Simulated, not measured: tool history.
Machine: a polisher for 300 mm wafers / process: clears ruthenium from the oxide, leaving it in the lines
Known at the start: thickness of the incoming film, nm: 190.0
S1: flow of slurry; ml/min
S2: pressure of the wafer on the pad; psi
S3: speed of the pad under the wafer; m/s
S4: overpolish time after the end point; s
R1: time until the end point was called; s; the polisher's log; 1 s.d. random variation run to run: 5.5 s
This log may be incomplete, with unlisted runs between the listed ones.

Run 1, hour 0: S1 185 ml/min, S2 2.7 psi, S3 0.76 m/s, S4 28 s. Result: R1 166.01 s.
Run 2, hour 5: S1 185 ml/min, S2 2.3 psi, S3 0.7 m/s, S4 28 s. Result: R1 199.03 s.
Run 3, hour 8.3: S1 185 ml/min, S2 2.3 psi, S3 0.7 m/s, S4 28 s. Result: R1 206.84 s.
Run 4, hour 12.9: S1 185 ml/min, S2 2.3 psi, S3 0.8 m/s, S4 28 s. Result: R1 178.95 s.
Run 5, hour 15.7: S1 150 ml/min, S2 2.3 psi, S3 0.8 m/s, S4 28 s. Result: R1 189.96 s.
Run 6, hour 20.9: S1 145 ml/min, S2 2 psi, S3 0.74 m/s, S4 28 s. Result: R1 237.45 s.
Run 7, hour 26.2: S1 140 ml/min, S2 1.8 psi, S3 0.72 m/s, S4 28 s. Result: R1 272.47 s.
Run 8, hour 34.7: S1 135 ml/min, S2 1.7 psi, S3 0.7 m/s, S4 28 s. Result: R1 282.46 s.

Expected results for the next run?
Run 9, hour 42.9: S1 130 ml/min, S2 1.6 psi, S3 0.68 m/s, S4 28 s. Result: R1 ?.

{"run 9": {"R1": 313.8}}
